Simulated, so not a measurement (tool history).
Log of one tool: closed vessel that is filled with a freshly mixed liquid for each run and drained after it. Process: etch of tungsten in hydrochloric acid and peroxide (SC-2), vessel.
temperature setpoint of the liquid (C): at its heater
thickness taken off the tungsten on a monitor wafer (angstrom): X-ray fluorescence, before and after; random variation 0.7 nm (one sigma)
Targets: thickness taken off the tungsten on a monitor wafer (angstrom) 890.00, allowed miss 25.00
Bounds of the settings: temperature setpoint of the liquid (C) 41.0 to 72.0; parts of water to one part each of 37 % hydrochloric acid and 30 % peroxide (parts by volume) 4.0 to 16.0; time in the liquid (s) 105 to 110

run  hour  temperature setpoint of the liquid (C)  parts of water to one part each of 37 % hydrochloric acid and 30 % peroxide (parts by volume)  time in the liquid (s)  thickness taken off the tungsten on a monitor wafer (angstrom)
  1   0.0                                    57.0                                                                                            9.0                     105                                                          220.58
  2   1.8                                    62.0                                                                                            7.5                     105                                                          346.68
  3   7.8                                    62.0                                                                                           10.5                     105                                                          263.25
  4  14.6                                    62.0                                                                                           13.5                     105                                                          213.17
  5  17.7                                    62.0                                                                                           10.5                     105                                                          260.68
  6  19.8                                    62.0                                                                                           10.5                     110                                                          277.05
  7  27.9                                    65.5                                                                                            8.5                     110                                                          399.59
  8  35.4                                    67.5                                                                                            7.0                     110                                                          530.23
  9  37.9                                    69.0                                                                                            6.0                     110                                                          664.45
 10  40.9                                    70.0                                                                                            5.5                     110                                                          737.09
 11  44.4                                    70.5                                                                                            5.5                     110                                                          757.88
 12  47.9                                    71.0                                                                                            5.5                     110                                                          795.80
 13  57.1                                    71.5                                                                                            5.5                     110                                                          823.01

5 next moves are on the table. One of them brings every result within its allowed miss. Which?
  A  66.3                                    70.5                                                                                            4.5                     105                                                               ?
  B  66.3                                    70.5                                                                                            5.0                     110                                                               ?
  C  66.3                                    70.5                                                                                            4.5                     110                                                               ?
  D  66.3                                    69.0                                                                                            4.5                     110                                                               ?
  E  66.3                                    71.0                                                                                            6.0                     110                                                               ?

move  thickness taken off the tungsten on a monitor wafer (angstrom)
   A                                                          841.03
   B                                                          818.14
   C                                                          881.07
   D                                                          806.19
   E                                                          737.26
A: nearer than the last run, and not there yet
B: further off than the last run
C: meets every target
D: further off than the last run
E: further off than the last run
The right move is C.

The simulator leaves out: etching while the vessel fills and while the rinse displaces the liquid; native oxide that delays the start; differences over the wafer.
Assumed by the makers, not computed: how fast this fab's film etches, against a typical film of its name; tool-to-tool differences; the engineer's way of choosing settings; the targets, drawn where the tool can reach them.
